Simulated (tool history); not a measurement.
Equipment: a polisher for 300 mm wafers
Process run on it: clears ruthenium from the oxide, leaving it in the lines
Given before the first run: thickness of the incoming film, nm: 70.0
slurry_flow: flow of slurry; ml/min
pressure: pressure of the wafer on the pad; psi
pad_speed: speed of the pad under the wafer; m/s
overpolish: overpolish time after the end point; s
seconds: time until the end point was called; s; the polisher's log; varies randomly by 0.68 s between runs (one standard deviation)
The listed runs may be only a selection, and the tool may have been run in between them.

run  hour  slurry_flow  pressure  pad_speed  overpolish  seconds
  1   0.0          135       2.2       0.76          38   94.894
  2   6.1          135       2.5       0.78          38   82.283
  3   8.8          135       1.9       0.78          38  105.630
  4  16.2          135       2.2       0.80          38   89.469
  5  18.4          135       2.5       0.82          38   78.387
  6  25.0          135       2.5       0.98          38   64.509
  7  31.0          135       2.6       0.98          38   64.342
  8  37.6          135       2.7       0.98          38   60.884

Run 9 has not been measured yet. What should we expect?
  9  42.9          135       2.8       0.98          38        ?

seconds: 59.099 s
